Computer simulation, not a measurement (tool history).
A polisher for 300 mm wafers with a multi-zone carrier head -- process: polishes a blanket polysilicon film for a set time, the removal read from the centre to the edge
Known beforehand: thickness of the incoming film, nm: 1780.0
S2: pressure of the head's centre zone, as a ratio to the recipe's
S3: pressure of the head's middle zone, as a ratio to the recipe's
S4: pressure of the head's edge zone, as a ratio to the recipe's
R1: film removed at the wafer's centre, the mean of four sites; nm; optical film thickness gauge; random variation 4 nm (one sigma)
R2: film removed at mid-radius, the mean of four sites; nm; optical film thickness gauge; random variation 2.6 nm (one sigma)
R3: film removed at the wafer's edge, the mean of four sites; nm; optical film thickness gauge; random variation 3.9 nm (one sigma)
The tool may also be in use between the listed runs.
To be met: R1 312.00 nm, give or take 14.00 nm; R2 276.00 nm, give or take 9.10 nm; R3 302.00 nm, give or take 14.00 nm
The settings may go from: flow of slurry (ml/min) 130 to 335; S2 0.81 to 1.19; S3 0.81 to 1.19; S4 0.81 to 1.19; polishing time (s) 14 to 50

run 1 hour=0.0 | flow_of_slurry_(ml/min)=215 S2=1.00 S3=1.00 S4=1.00 polishing_time_(s)=32 | R1=219.84 R2=205.00 R3=202.38
run 2 hour=3.5 | flow_of_slurry_(ml/min)=215 S2=1.00 S3=1.08 S4=1.00 polishing_time_(s)=32 | R1=223.21 R2=221.99 R3=200.91
run 3 hour=10.4 | flow_of_slurry_(ml/min)=215 S2=0.93 S3=1.08 S4=1.00 polishing_time_(s)=32 | R1=208.57 R2=219.50 R3=203.54
run 4 hour=11.6 | flow_of_slurry_(ml/min)=215 S2=0.94 S3=1.06 S4=1.02 polishing_time_(s)=33 | R1=217.88 R2=223.40 R3=211.73
run 5 hour=15.0 | flow_of_slurry_(ml/min)=215 S2=0.95 S3=1.05 S4=1.04 polishing_time_(s)=34 | R1=223.60 R2=226.29 R3=224.18
run 6 hour=19.7 | flow_of_slurry_(ml/min)=215 S2=0.95 S3=1.13 S4=1.04 polishing_time_(s)=34 | R1=217.66 R2=248.78 R3=216.37
run 7 hour=27.6 | flow_of_slurry_(ml/min)=220 S2=0.96 S3=1.11 S4=1.05 polishing_time_(s)=35 | R1=230.77 R2=245.73 R3=224.10
run 8 hour=34.6 | flow_of_slurry_(ml/min)=220 S2=0.97 S3=1.10 S4=1.06 polishing_time_(s)=36 | R1=246.28 R2=248.59 R3=235.82
run 9 hour=39.3 | flow_of_slurry_(ml/min)=220 S2=0.97 S3=1.10 S4=1.07 polishing_time_(s)=37 | R1=252.96 R2=260.44 R3=239.83
run 10 hour=45.1 | flow_of_slurry_(ml/min)=225 S2=0.97 S3=1.09 S4=1.08 polishing_time_(s)=38 | R1=252.28 R2=266.22 R3=252.48
run 11 hour=49.4 | flow_of_slurry_(ml/min)=225 S2=0.98 S3=1.08 S4=1.09 polishing_time_(s)=39 | R1=270.66 R2=269.32 R3=262.46
run 12 hour=55.5 | flow_of_slurry_(ml/min)=225 S2=0.99 S3=1.07 S4=1.10 polishing_time_(s)=39 | R1=269.58 R2=265.27 R3=255.35
run 13 hour=63.8 | flow_of_slurry_(ml/min)=235 S2=0.98 S3=0.97 S4=1.19 polishing_time_(s)=46 | R1=322.05 R2=292.42 R3=309.99
run 14 hour=68.4 | flow_of_slurry_(ml/min)=235 S2=0.98 S3=0.96 S4=1.19 polishing_time_(s)=46 | R1=312.31 R2=293.07 R3=313.03
run 15 hour=76.1 | flow_of_slurry_(ml/min)=235 S2=0.98 S3=0.95 S4=1.19 polishing_time_(s)=46 | R1=320.48 R2=287.10 R3=313.66

Which single option among these 4 for the next run brings every result within its allowed miss of target? Just one does.
run A hour=83.8 | flow_of_slurry_(ml/min)=225 S2=0.93 S3=0.83 S4=1.19 polishing_time_(s)=50 | R1=? R2=? R3=?
run B hour=83.8 | flow_of_slurry_(ml/min)=245 S2=1.03 S3=0.97 S4=1.19 polishing_time_(s)=43 | R1=? R2=? R3=?
run C hour=83.8 | flow_of_slurry_(ml/min)=235 S2=1.04 S3=1.07 S4=1.10 polishing_time_(s)=45 | R1=? R2=? R3=?
run D hour=83.8 | flow_of_slurry_(ml/min)=225 S2=0.93 S3=0.99 S4=1.17 polishing_time_(s)=46 | R1=? R2=? R3=?

move=A R1=332.39 R2=279.41 R3=347.97
move=B R1=315.71 R2=276.12 R3=300.98
move=C R1=331.57 R2=312.49 R3=301.82
move=D R1=306.14 R2=297.60 R3=316.83
A: the worst result of the last run now meets its target, but another is out of spec
B: every result within its allowed miss
C: the biggest miss grows against the last run
D: the biggest miss grows against the last run
The right move is B.
